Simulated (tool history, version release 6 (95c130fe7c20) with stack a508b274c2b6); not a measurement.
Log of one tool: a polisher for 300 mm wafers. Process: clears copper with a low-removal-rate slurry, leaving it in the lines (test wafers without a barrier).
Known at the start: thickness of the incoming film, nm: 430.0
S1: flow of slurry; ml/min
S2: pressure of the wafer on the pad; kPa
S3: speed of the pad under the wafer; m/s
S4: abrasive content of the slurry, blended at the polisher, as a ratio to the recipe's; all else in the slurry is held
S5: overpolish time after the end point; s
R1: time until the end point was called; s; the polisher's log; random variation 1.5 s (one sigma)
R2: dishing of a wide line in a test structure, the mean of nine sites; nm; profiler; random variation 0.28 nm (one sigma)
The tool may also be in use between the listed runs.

run  hour   S1    S2    S3    S4  S5      R1      R2
  1   0.0  200  25.5  0.84  1.00  21  165.42  38.477
  2   2.3  200  25.5  0.84  1.00  13  164.97  25.148
  3   3.8  200  21.4  0.84  1.00  13  199.14  21.515
  4   5.4  205  22.8  0.88  1.00  11  178.92  20.608
  5   6.7  205  22.8  0.88  1.20  11  175.22  20.755
  6   9.5  185  22.8  0.88  1.20  11  175.42  21.152
  7  16.4  220  22.1  0.96  1.30  10  160.60  20.451
  8  19.8  245  21.4  1.04  1.35   9  152.24  19.158

Forecast run 9:
  9  23.7  265  20.7  1.12  1.40   8   ?   ?

R1: 146.39 s
R2: 17.400 nm
